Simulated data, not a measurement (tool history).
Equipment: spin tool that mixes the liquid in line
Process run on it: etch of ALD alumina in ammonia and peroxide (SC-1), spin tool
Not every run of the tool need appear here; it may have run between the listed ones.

run,hour,temperature setpoint of the liquid (K),parts of 29 % ammonia solution to one part of 30 % peroxide (parts by volume),time under the liquid (s),thickness taken off the ALD alumina on a monitor wafer (angstrom)
1,0.0,330.15,0.60,250,170.25
2,3.2,330.15,0.75,250,171.59
3,7.6,331.65,0.75,250,187.42
4,10.8,333.15,0.75,250,200.95
5,18.1,336.65,0.75,250,242.53
6,23.2,329.65,0.75,250,167.40

The next listed run, before its measurement:
7,27.8,331.65,0.75,250,?

thickness taken off the ALD alumina on a monitor wafer (angstrom): 186.34
